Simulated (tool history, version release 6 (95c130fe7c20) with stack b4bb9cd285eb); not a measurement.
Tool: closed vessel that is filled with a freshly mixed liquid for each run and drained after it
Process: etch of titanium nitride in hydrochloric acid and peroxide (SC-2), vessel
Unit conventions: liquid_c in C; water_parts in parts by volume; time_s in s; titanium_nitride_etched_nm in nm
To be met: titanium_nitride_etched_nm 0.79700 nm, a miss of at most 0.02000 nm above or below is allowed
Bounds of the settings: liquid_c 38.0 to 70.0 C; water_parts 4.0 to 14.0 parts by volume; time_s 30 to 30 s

{"run": 1, "hour": 0.0, "liquid_c": 54.0, "water_parts": 7.5, "time_s": 30, "titanium_nitride_etched_nm": 1.3168}
{"run": 2, "hour": 8.6, "liquid_c": 54.0, "water_parts": 5.0, "time_s": 30, "titanium_nitride_etched_nm": 1.7781}
{"run": 3, "hour": 11.1, "liquid_c": 48.0, "water_parts": 5.0, "time_s": 30, "titanium_nitride_etched_nm": 1.1946}
{"run": 4, "hour": 13.1, "liquid_c": 46.0, "water_parts": 5.0, "time_s": 30, "titanium_nitride_etched_nm": 1.0548}
{"run": 5, "hour": 14.3, "liquid_c": 44.5, "water_parts": 5.0, "time_s": 30, "titanium_nitride_etched_nm": 0.93357}
{"run": 6, "hour": 19.7, "liquid_c": 44.0, "water_parts": 5.0, "time_s": 30, "titanium_nitride_etched_nm": 0.91197}
{"run": 7, "hour": 27.7, "liquid_c": 43.5, "water_parts": 5.0, "time_s": 30, "titanium_nitride_etched_nm": 0.86247}
{"run": 8, "hour": 32.7, "liquid_c": 43.0, "water_parts": 5.0, "time_s": 30, "titanium_nitride_etched_nm": 0.84901}
{"run": 9, "hour": 37.3, "liquid_c": 42.5, "water_parts": 5.0, "time_s": 30, "titanium_nitride_etched_nm": 0.82157}

5 candidate next runs follow, results not yet known. Just one meets every target within its allowed miss. Identify it.
{"run": "A", "hour": 41.9, "liquid_c": 44.5, "water_parts": 5.5, "time_s": 30, "titanium_nitride_etched_nm": "?"}
{"run": "B", "hour": 41.9, "liquid_c": 45.0, "water_parts": 6.0, "time_s": 30, "titanium_nitride_etched_nm": "?"}
{"run": "C", "hour": 41.9, "liquid_c": 41.0, "water_parts": 4.5, "time_s": 30, "titanium_nitride_etched_nm": "?"}
{"run": "D", "hour": 41.9, "liquid_c": 42.0, "water_parts": 4.5, "time_s": 30, "titanium_nitride_etched_nm": "?"}
{"run": "E", "hour": 41.9, "liquid_c": 41.5, "water_parts": 4.0, "time_s": 30, "titanium_nitride_etched_nm": "?"}

move=A titanium_nitride_etched_nm=0.87377
move=B titanium_nitride_etched_nm=0.84787
move=C titanium_nitride_etched_nm=0.78975
move=D titanium_nitride_etched_nm=0.84729
move=E titanium_nitride_etched_nm=0.88623
A: its largest miss is bigger than the last run's
B: its largest miss is bigger than the last run's
C: hits every target within its allowed miss
D: its largest miss is bigger than the last run's
E: its largest miss is bigger than the last run's
The right move is C.

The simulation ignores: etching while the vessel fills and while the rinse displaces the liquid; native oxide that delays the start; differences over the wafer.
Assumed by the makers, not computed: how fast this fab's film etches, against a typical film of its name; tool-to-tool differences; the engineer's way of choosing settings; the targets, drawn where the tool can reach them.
